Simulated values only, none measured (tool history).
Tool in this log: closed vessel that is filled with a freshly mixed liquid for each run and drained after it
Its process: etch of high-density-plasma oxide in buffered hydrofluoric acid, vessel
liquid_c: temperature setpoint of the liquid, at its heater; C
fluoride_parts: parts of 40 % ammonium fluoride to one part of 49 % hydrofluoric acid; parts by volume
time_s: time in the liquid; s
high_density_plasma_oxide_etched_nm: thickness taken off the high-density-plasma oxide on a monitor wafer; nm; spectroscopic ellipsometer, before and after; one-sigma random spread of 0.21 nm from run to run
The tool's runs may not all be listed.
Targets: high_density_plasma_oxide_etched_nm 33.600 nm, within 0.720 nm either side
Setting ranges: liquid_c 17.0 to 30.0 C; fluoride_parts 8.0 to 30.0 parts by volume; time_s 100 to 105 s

run,hour,liquid_c,fluoride_parts,time_s,high_density_plasma_oxide_etched_nm
1,0.0,22.0,22.5,100,54.796
2,1.3,22.0,25.0,100,50.387
3,7.1,25.0,25.0,100,59.287
4,12.0,25.0,25.0,105,63.039
5,20.5,22.0,25.0,105,52.866
6,27.3,22.0,30.0,105,47.039
7,29.2,22.0,30.0,105,46.832
8,35.2,22.0,30.0,105,46.759
9,41.7,20.5,30.0,105,42.948
10,47.9,19.5,30.0,105,40.861
11,55.6,18.5,30.0,105,38.270
12,61.8,18.0,30.0,105,36.824
13,63.9,18.0,30.0,105,37.712
14,65.5,17.5,30.0,105,36.681
15,67.2,17.0,30.0,105,35.430

Next run, 4 choices. One meets every target within its allowed miss, the rest don't. Which?
A,68.9,17.0,29.5,105,?
B,68.9,17.0,27.5,100,?
C,68.9,18.0,30.0,100,?
D,68.9,17.0,30.0,100,?

move,high_density_plasma_oxide_etched_nm
A,35.860
B,35.856
C,35.746
D,33.756
A: further off than the last run
B: further off than the last run
C: further off than the last run
D: every result lands within tolerance
D is the move that brings every result within its allowed miss.

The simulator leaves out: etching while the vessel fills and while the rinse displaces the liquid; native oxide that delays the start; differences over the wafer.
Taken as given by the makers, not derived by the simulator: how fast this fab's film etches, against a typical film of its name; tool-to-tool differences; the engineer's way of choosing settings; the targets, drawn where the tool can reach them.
